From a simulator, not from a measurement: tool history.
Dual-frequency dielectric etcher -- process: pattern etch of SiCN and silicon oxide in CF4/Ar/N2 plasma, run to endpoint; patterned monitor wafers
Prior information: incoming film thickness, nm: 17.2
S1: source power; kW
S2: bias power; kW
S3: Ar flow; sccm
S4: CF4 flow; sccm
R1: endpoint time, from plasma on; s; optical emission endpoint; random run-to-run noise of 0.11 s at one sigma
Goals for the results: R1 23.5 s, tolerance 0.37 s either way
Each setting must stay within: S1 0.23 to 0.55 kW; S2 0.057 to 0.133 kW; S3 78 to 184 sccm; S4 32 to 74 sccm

| run | day | S1 | S2 | S3 | S4 | R1 |
|---|---|---|---|---|---|---|
| 1 | 0 | 0.39 | 0.095 | 131 | 53 | 22.007 |
| 2 | 0.229 | 0.39 | 0.095 | 131 | 62 | 21.805 |
| 3 | 0.571 | 0.39 | 0.095 | 131 | 66 | 21.533 |
| 4 | 0.696 | 0.39 | 0.095 | 131 | 59 | 21.795 |
| 5 | 0.846 | 0.39 | 0.095 | 131 | 65 | 21.522 |
| 6 | 1.054 | 0.39 | 0.106 | 131 | 65 | 20.382 |
| 7 | 1.304 | 0.37 | 0.106 | 131 | 65 | 21.067 |
| 8 | 1.467 | 0.35 | 0.106 | 131 | 65 | 21.884 |
| 9 | 1.596 | 0.34 | 0.106 | 131 | 65 | 22.47 |
| 10 | 1.854 | 0.33 | 0.106 | 131 | 65 | 22.646 |

Which of these 5 next moves meets every target?
| A | 2.112 | 0.34 | 0.106 | 122 | 59 | ? |
| B | 2.112 | 0.35 | 0.106 | 121 | 65 | ? |
| C | 2.112 | 0.33 | 0.107 | 128 | 61 | ? |
| D | 2.112 | 0.3 | 0.113 | 125 | 64 | ? |
| E | 2.112 | 0.34 | 0.099 | 116 | 74 | ? |

| move | R1 |
|---|---|
| A | 22.483 |
| B | 21.821 |
| C | 22.866 |
| D | 23.487 |
| E | 22.596 |
A: further off than the last run
B: further off than the last run
C: gains on the last run, yet a result remains outside its allowed miss
D: all results land within tolerance of their targets
E: further off than the last run
Move D is the one to make.

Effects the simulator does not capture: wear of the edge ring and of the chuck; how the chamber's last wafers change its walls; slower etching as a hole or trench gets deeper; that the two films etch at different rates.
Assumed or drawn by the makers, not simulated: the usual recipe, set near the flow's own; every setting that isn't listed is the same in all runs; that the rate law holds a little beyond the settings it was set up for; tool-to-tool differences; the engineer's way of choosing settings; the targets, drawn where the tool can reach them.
